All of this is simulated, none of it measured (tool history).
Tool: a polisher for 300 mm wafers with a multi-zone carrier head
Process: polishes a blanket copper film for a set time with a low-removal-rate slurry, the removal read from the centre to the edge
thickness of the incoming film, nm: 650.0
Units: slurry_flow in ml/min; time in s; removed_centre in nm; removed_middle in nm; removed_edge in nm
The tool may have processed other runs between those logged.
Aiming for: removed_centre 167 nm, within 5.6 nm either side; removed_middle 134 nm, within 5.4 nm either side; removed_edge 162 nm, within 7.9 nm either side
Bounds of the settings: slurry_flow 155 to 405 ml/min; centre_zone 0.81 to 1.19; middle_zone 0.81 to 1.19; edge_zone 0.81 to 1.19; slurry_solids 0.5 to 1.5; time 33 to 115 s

run  hour  slurry_flow  centre_zone  middle_zone  edge_zone  slurry_solids  time  removed_centre  removed_middle  removed_edge
  1     0          260            1            1          1              1    73           112.5          110.67        112.02
  2   7.5          260         1.01         0.99       1.02           1.05    75          117.84          112.43         116.6
  3  10.2          260         1.02         0.98       1.04            1.1    77           121.4          115.12        124.64
  4  18.4          260         1.02         0.98       1.01            1.1    77          123.07          115.94        119.58
  5  27.1          260          1.1         0.98       1.01            1.1    77          131.97          112.95        119.78
  6  35.9          305          1.1         0.98       1.01            1.1    77          133.84          115.97        123.21
  7  39.5          310         1.11         0.98       1.03           1.15    78          137.19          119.16        124.18
  8  42.6          305         1.11         0.97       1.04           1.15    80          140.88          125.07        130.02
  9  50.3          295         1.12         0.95       1.06           1.15    81          143.72          120.54        133.82
 10  51.3          295         1.12         0.94       1.07            1.2    82          144.03          120.64           133

Below are 4 possible settings for the next run. Only one of them brings all results inside the allowed miss of their targets. Which is it?
  A  52.3          390         0.95         0.89       1.17              1   100               ?               ?             ?
  B  52.3          315         0.98         0.89          1            0.8    79               ?               ?             ?
  C  52.3          225          1.1         0.87       1.11           1.15    99               ?               ?             ?
  D  52.3          320         0.84         0.93       1.19            1.2    96               ?               ?             ?

move  removed_centre  removed_middle  removed_edge
   A          154.44          137.69        171.29
   B          118.73          103.26         119.2
   C          167.21          129.51        162.02
   D          135.14          139.06        168.73
A: an improvement on the last run, though not all results are within tolerance
B: its largest miss is bigger than the last run's
C: in spec on every target
D: its largest miss is bigger than the last run's
The right move is C.
